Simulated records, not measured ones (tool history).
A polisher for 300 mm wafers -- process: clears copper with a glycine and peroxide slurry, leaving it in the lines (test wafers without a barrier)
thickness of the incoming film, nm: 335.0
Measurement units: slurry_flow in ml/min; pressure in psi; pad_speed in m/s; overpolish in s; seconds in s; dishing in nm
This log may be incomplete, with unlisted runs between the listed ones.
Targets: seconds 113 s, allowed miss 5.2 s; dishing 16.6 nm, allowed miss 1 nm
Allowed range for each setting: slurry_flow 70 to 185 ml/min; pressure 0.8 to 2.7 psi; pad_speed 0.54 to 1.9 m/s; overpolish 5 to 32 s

run 1 hour=0 | slurry_flow=120 pressure=1.7 pad_speed=1.22 overpolish=16 | seconds=92.892 dishing=41.229
run 2 hour=8.6 | slurry_flow=120 pressure=2.1 pad_speed=1.22 overpolish=16 | seconds=78.164 dishing=47.706
run 3 hour=14.6 | slurry_flow=120 pressure=1.9 pad_speed=1.24 overpolish=14 | seconds=86.319 dishing=41.246
run 4 hour=19.4 | slurry_flow=130 pressure=1.8 pad_speed=1.18 overpolish=13 | seconds=90.848 dishing=35.453
run 5 hour=26.2 | slurry_flow=105 pressure=1.8 pad_speed=1.18 overpolish=13 | seconds=92.699 dishing=35.487
run 6 hour=33.2 | slurry_flow=105 pressure=1.8 pad_speed=1.18 overpolish=16 | seconds=94.782 dishing=40.738
run 7 hour=41 | slurry_flow=115 pressure=1.7 pad_speed=1.14 overpolish=14 | seconds=96.89 dishing=35.761
run 8 hour=42.1 | slurry_flow=125 pressure=1.7 pad_speed=1.08 overpolish=13 | seconds=98.77 dishing=32.523
run 9 hour=45.4 | slurry_flow=135 pressure=1.7 pad_speed=1.04 overpolish=12 | seconds=100.42 dishing=29.809
run 10 hour=49.7 | slurry_flow=135 pressure=1.7 pad_speed=1.04 overpolish=12 | seconds=102.18 dishing=29.509
run 11 hour=57.7 | slurry_flow=140 pressure=1.7 pad_speed=1.02 overpolish=11 | seconds=105.17 dishing=28.482
run 12 hour=66.5 | slurry_flow=135 pressure=1.7 pad_speed=1.02 overpolish=10 | seconds=103.43 dishing=25.33
run 13 hour=75.4 | slurry_flow=135 pressure=1.7 pad_speed=1 overpolish=9 | seconds=105.57 dishing=22.9
run 14 hour=78.5 | slurry_flow=135 pressure=1.7 pad_speed=1 overpolish=8 | seconds=105.24 dishing=19.897
run 15 hour=87.5 | slurry_flow=135 pressure=1.7 pad_speed=1 overpolish=8 | seconds=105.78 dishing=20.163

Of the 4 settings listed for the next run, only one would bring every result within its allowed miss of target. Which one?
run A hour=96.5 | slurry_flow=135 pressure=1.5 pad_speed=0.94 overpolish=11 | seconds=? dishing=?
run B hour=96.5 | slurry_flow=130 pressure=1.6 pad_speed=0.8 overpolish=8 | seconds=? dishing=?
run C hour=96.5 | slurry_flow=120 pressure=1.7 pad_speed=0.8 overpolish=7 | seconds=? dishing=?
run D hour=96.5 | slurry_flow=150 pressure=1.3 pad_speed=1.06 overpolish=7 | seconds=? dishing=?

move=A seconds=118.2 dishing=24.293
move=B seconds=128.29 dishing=16.814
move=C seconds=125.7 dishing=15.114
move=D seconds=115.8 dishing=16.231
A: its largest miss is bigger than the last run's
B: the furthest-off result lands on target, but another misses its tolerance
C: carries the result that was furthest off beyond its target, to the other side
D: all results in spec
Answer: D

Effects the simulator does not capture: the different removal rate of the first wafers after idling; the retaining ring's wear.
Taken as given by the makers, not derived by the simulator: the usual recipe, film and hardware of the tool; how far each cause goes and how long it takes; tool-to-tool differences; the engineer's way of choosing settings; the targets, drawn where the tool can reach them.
